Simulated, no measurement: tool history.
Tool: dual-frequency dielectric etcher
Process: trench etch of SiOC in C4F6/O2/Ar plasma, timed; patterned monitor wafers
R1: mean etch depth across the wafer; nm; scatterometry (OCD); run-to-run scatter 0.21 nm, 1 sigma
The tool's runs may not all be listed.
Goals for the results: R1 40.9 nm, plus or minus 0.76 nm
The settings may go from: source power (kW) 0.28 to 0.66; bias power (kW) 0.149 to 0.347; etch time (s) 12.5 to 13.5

run 1 hour=0 | source_power_(kW)=0.47 bias_power_(kW)=0.248 etch_time_(s)=13.5 | R1=33.691
run 2 hour=6.3 | source_power_(kW)=0.5 bias_power_(kW)=0.255 etch_time_(s)=13.5 | R1=34.972
run 3 hour=11.8 | source_power_(kW)=0.42 bias_power_(kW)=0.255 etch_time_(s)=13.5 | R1=32.312
run 4 hour=16.7 | source_power_(kW)=0.45 bias_power_(kW)=0.255 etch_time_(s)=13.5 | R1=33.273
run 5 hour=18.7 | source_power_(kW)=0.45 bias_power_(kW)=0.294 etch_time_(s)=13.5 | R1=35.042
run 6 hour=20.1 | source_power_(kW)=0.48 bias_power_(kW)=0.296 etch_time_(s)=13.5 | R1=36.132
run 7 hour=25.2 | source_power_(kW)=0.5 bias_power_(kW)=0.298 etch_time_(s)=13.5 | R1=36.655
run 8 hour=30.4 | source_power_(kW)=0.52 bias_power_(kW)=0.3 etch_time_(s)=13.5 | R1=37.384
run 9 hour=34 | source_power_(kW)=0.54 bias_power_(kW)=0.302 etch_time_(s)=13.5 | R1=38.256
run 10 hour=39.3 | source_power_(kW)=0.55 bias_power_(kW)=0.303 etch_time_(s)=13.5 | R1=38.536
run 11 hour=48.1 | source_power_(kW)=0.56 bias_power_(kW)=0.304 etch_time_(s)=13.5 | R1=38.933
run 12 hour=49.8 | source_power_(kW)=0.57 bias_power_(kW)=0.305 etch_time_(s)=13.5 | R1=39.149
run 13 hour=54.2 | source_power_(kW)=0.58 bias_power_(kW)=0.306 etch_time_(s)=13.5 | R1=39.628

Pick the move, out of 4, that brings all results within their allowed miss; only one does.
run A hour=58.6 | source_power_(kW)=0.55 bias_power_(kW)=0.308 etch_time_(s)=13 | R1=?
run B hour=58.6 | source_power_(kW)=0.58 bias_power_(kW)=0.335 etch_time_(s)=13 | R1=?
run C hour=58.6 | source_power_(kW)=0.64 bias_power_(kW)=0.33 etch_time_(s)=13 | R1=?
run D hour=58.6 | source_power_(kW)=0.6 bias_power_(kW)=0.299 etch_time_(s)=13 | R1=?

move=A R1=37.551
move=B R1=39.433
move=C R1=40.947
move=D R1=38.651
A: moves away from the targets compared with the last run
B: moves away from the targets compared with the last run
C: meets every target
D: moves away from the targets compared with the last run
The right move is C.
